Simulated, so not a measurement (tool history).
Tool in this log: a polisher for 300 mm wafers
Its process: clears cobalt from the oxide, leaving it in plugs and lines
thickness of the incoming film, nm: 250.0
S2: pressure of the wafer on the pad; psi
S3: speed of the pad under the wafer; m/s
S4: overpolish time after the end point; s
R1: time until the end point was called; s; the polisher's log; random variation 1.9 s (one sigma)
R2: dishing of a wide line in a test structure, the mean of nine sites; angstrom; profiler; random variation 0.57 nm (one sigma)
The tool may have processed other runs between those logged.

{"run": 1, "hour": 0.0, "flow of slurry (ml/min)": 245, "S2": 1.6, "S3": 0.98, "S4": 24, "R1": 75.176, "R2": 549.26}
{"run": 2, "hour": 2.1, "flow of slurry (ml/min)": 245, "S2": 1.4, "S3": 0.98, "S4": 26, "R1": 85.489, "R2": 540.3}
{"run": 3, "hour": 11.0, "flow of slurry (ml/min)": 185, "S2": 1.4, "S3": 0.98, "S4": 26, "R1": 89.209, "R2": 529.22}
{"run": 4, "hour": 17.3, "flow of slurry (ml/min)": 185, "S2": 1.4, "S3": 0.98, "S4": 19, "R1": 90.761, "R2": 424.91}
{"run": 5, "hour": 18.1, "flow of slurry (ml/min)": 180, "S2": 1.2, "S3": 0.98, "S4": 22, "R1": 105.89, "R2": 423.64}
{"run": 6, "hour": 25.7, "flow of slurry (ml/min)": 180, "S2": 1.2, "S3": 1.2, "S4": 22, "R1": 85.386, "R2": 479.83}
{"run": 7, "hour": 31.9, "flow of slurry (ml/min)": 175, "S2": 1.0, "S3": 1.18, "S4": 25, "R1": 103.34, "R2": 457.13}
{"run": 8, "hour": 40.5, "flow of slurry (ml/min)": 175, "S2": 0.9, "S3": 1.18, "S4": 27, "R1": 114.3, "R2": 451.98}

Run 9, settings as shown, results not yet in. Your forecast:
{"run": 9, "hour": 47.5, "flow of slurry (ml/min)": 175, "S2": 0.9, "S3": 1.18, "S4": 29, "R1": "?", "R2": "?"}

Run 9 yielded R1 117.170 s, R2 472.78 angstrom.

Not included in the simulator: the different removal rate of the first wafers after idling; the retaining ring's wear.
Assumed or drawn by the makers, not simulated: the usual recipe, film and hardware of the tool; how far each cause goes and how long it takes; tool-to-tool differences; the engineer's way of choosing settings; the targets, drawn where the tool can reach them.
